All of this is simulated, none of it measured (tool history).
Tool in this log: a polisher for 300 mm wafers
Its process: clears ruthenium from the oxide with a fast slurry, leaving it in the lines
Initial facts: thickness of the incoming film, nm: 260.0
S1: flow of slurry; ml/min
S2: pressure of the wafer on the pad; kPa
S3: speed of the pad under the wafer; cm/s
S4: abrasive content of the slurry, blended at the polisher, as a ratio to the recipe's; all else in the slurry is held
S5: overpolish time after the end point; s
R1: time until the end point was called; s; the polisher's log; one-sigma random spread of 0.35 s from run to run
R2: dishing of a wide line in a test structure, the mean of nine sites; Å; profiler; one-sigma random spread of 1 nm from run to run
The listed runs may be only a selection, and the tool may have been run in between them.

run,hour,S1,S2,S3,S4,S5,R1,R2
1,0.0,145,21.4,130,1.0,17,45.087,629.85
2,0.9,145,16.5,130,1.0,17,58.226,521.69
3,2.3,120,16.5,130,1.0,17,59.634,509.13
4,11.2,120,16.5,162,1.0,17,48.463,594.94
5,17.4,125,17.9,162,1.0,18,44.463,655.94
6,23.2,125,17.9,130,1.0,18,54.891,548.41

Run 7 has not been measured yet. What should we expect?
7,29.3,135,20.0,132,1.0,19,?,?

R1: 47.906 s
R2: 639.12 Å
